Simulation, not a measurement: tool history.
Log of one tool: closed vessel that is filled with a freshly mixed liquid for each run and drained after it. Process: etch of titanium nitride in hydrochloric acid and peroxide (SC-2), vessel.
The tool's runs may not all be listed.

| run | day | temperature setpoint of the liquid (K) | parts of water to one part each of 37 % hydrochloric acid and 30 % peroxide (parts by volume) | time in the liquid (s) | thickness taken off the titanium nitride on a monitor wafer (angstrom) |
|---|---|---|---|---|---|
| 1 | 0.000 | 329.15 | 5.5 | 1450 | 519.58 |
| 2 | 0.142 | 329.65 | 5.5 | 1450 | 530.53 |
| 3 | 0.371 | 329.65 | 5.5 | 1450 | 535.29 |
| 4 | 0.508 | 329.65 | 7.0 | 1450 | 442.57 |
| 5 | 0.771 | 329.65 | 9.0 | 1450 | 365.05 |
| 6 | 1.096 | 334.65 | 9.0 | 1450 | 501.94 |
| 7 | 1.117 | 335.15 | 9.0 | 1450 | 515.97 |
| 8 | 1.358 | 335.65 | 9.0 | 1450 | 536.24 |
| 9 | 1.654 | 336.15 | 9.0 | 1450 | 554.51 |
| 10 | 1.992 | 336.65 | 9.0 | 1450 | 562.00 |
|  | 2.058 | thermometer replaced |
| 11 | 2.058 | 337.15 | 9.0 | 1450 | 529.27 |
| 12 | 2.304 | 337.65 | 9.0 | 1450 | 544.26 |
| 13 | 2.438 | 338.15 | 9.0 | 1450 | 565.86 |

Predict the results of run 14:
| 14 | 2.750 | 338.65 | 9.0 | 1450 | ? |

{"run 14": {"thickness taken off the titanium nitride on a monitor wafer (angstrom)": 581.38}}
